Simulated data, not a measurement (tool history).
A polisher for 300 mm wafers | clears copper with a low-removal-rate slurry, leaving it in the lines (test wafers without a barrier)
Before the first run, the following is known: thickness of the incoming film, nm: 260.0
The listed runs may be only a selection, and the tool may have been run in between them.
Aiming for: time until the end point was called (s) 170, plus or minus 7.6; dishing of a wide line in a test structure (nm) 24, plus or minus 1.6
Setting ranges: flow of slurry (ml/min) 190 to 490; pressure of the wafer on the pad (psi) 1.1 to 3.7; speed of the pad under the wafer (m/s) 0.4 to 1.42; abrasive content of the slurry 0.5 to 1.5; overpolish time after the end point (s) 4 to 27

| run | hour | flow of slurry (ml/min) | pressure of the wafer on the pad (psi) | speed of the pad under the wafer (m/s) | abrasive content of the slurry | overpolish time after the end point (s) | time until the end point was called (s) | dishing of a wide line in a test structure (nm) |
|---|---|---|---|---|---|---|---|---|
| 1 | 0 | 315 | 2.4 | 0.9 | 1 | 14 | 116.57 | 22.545 |
| 2 | 3.9 | 345 | 2.4 | 0.9 | 1 | 14 | 112.14 | 23.518 |
| 3 | 9.3 | 335 | 2.3 | 0.9 | 1 | 15 | 116.82 | 24.333 |
| 4 | 16.8 | 335 | 1.8 | 0.9 | 1 | 15 | 144.93 | 18.488 |
|  | 24 | slurry nozzle cleaned |
| 5 | 24 | 335 | 1.8 | 0.9 | 1 | 18 | 139.27 | 23.937 |
| 6 | 26.8 | 330 | 1.8 | 0.9 | 1 | 18 | 140 | 23.339 |
| 7 | 27.6 | 325 | 1.8 | 0.9 | 1 | 18 | 143 | 23.579 |
| 8 | 31.8 | 320 | 1.8 | 0.9 | 1 | 18 | 143.08 | 23.413 |
| 9 | 35.2 | 315 | 1.8 | 0.9 | 1 | 18 | 141.35 | 23.856 |
| 10 | 41.6 | 305 | 1.5 | 0.88 | 1 | 20 | 173.72 | 22.131 |

Of the 4 settings listed for the next run, only one would bring every result within its allowed miss of target. Which one?
| A | 48 | 280 | 1.5 | 0.92 | 0.95 | 18 | ? | ? |
| B | 48 | 215 | 1.7 | 0.86 | 0.7 | 18 | ? | ? |
| C | 48 | 355 | 1.6 | 0.8 | 1.15 | 22 | ? | ? |
| D | 48 | 340 | 1.4 | 0.86 | 1.1 | 19 | ? | ? |

| move | time until the end point was called (s) | dishing of a wide line in a test structure (nm) |
|---|---|---|
| A | 167.12 | 20.136 |
| B | 167.93 | 20.159 |
| C | 164.74 | 24.487 |
| D | 179.69 | 19.74 |
A: its largest miss is bigger than the last run's
B: its largest miss is bigger than the last run's
C: meets every target
D: its largest miss is bigger than the last run's
So the answer is move C, the one that meets all the targets.
